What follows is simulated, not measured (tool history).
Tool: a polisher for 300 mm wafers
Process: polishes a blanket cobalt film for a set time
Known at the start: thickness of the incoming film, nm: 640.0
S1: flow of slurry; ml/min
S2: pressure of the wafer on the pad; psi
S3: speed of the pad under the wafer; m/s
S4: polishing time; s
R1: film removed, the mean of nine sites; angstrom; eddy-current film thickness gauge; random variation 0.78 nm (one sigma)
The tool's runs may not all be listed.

run,hour,S1,S2,S3,S4,R1
1,0.0,225,1.7,1.10,29,1319.5
2,8.6,225,1.7,1.10,29,1338.0
3,12.2,225,1.7,1.36,29,1603.1
4,14.2,225,2.0,1.36,29,1864.0
5,21.4,225,1.6,1.26,29,1405.4
6,26.3,260,1.6,1.26,29,1435.5
7,29.5,260,1.3,1.20,29,1114.4

Forecast run 8:
8,36.2,260,1.1,1.20,29,?

R1: 953.7 angstrom

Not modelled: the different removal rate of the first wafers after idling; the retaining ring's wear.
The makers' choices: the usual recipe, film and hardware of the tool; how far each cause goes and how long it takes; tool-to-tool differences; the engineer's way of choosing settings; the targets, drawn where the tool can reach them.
